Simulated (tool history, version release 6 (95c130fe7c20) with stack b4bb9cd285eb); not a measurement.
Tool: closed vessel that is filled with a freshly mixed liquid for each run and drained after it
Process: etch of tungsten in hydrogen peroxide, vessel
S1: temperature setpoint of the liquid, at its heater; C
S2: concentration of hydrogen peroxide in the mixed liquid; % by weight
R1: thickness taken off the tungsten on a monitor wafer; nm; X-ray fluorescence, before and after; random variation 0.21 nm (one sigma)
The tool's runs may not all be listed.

{"run": 1, "hour": 0.0, "S1": 43.0, "S2": 22.5, "time in the liquid (s)": 90, "R1": 65.577}
{"run": 2, "hour": 0.9, "S1": 43.0, "S2": 22.5, "time in the liquid (s)": 100, "R1": 73.586}
{"run": 3, "hour": 9.0, "S1": 43.0, "S2": 17.5, "time in the liquid (s)": 100, "R1": 64.391}
{"run": 4, "hour": 14.7, "S1": 42.0, "S2": 17.5, "time in the liquid (s)": 100, "R1": 60.324}
{"run": 5, "hour": 22.0, "S1": 41.0, "S2": 17.5, "time in the liquid (s)": 100, "R1": 56.528}
{"run": 6, "hour": 26.3, "S1": 40.5, "S2": 17.5, "time in the liquid (s)": 100, "R1": 55.441}
{"run": 7, "hour": 32.7, "S1": 33.5, "S2": 17.5, "time in the liquid (s)": 100, "R1": 34.604}

What will run 8 give?
{"run": 8, "hour": 41.0, "S1": 34.5, "S2": 17.5, "time in the liquid (s)": 100, "R1": "?"}

{"run 8": {"R1": 37.068}}
